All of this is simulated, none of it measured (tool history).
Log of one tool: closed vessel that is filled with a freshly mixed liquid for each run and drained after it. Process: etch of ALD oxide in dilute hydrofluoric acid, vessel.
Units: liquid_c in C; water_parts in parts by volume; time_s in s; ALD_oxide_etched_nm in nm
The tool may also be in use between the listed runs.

run,day,liquid_c,water_parts,time_s,ALD_oxide_etched_nm
1,0,25,80,220,45.738
2,0.242,28.5,80,220,52.552
3,0.346,29.5,80,220,54.761
4,0.662,30,80,220,55.408
5,0.992,27.5,80,220,50.363
6,1.162,28.5,75,220,56.512
7,1.525,29.5,75,220,58.249

Forecast run 8:
8,1.65,29.5,75,220,?

{"run 8": {"ALD_oxide_etched_nm": 58.447}}

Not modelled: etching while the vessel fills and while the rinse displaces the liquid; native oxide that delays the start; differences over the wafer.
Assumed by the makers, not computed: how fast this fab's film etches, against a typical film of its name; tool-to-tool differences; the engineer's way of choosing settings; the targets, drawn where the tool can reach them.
